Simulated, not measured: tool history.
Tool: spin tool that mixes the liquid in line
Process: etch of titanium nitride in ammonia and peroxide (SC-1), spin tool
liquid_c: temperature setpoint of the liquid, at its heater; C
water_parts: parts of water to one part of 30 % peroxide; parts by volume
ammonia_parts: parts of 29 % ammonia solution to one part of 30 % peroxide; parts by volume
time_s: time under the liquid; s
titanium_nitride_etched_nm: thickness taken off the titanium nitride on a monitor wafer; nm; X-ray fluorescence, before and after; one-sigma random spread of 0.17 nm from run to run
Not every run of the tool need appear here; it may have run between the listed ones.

run	hour	liquid_c	water_parts	ammonia_parts	time_s	titanium_nitride_etched_nm
1	0	47	25.5	0.65	325	12.466
2	1.3	47	16	0.65	325	16.142
3	9.5	47	16	0.65	325	16.216
4	10.1	47	16	0.65	325	16.091
5	17.9	53.5	16	0.65	325	25.253
6	23	53	16	0.65	325	24.69
7	23.6	52.5	16	0.65	325	23.49

Run 8 is up next; what results do you expect?
8	31.5	52	16	0.65	325	?

Run 8 gave titanium_nitride_etched_nm 23.252 nm.

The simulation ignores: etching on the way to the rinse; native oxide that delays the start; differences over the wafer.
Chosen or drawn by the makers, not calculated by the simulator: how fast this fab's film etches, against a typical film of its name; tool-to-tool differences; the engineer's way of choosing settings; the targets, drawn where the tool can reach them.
